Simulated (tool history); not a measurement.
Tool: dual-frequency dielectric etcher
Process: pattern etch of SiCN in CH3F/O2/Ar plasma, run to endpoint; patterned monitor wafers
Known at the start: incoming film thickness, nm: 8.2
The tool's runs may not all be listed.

run,day,source power (kW),bias power (kW),endpoint time (s)
1,0.000,0.420,0.080,20.403
2,0.308,0.400,0.079,20.890
3,0.608,0.400,0.069,21.819
4,0.775,0.400,0.076,21.068
# day 0.829: wet clean of the chamber
5,0.829,0.390,0.075,22.171
6,0.888,0.370,0.075,22.682

Forecast run 7:
7,1.042,0.350,0.075,?

{"run 7": {"endpoint time (s)": 23.256}}
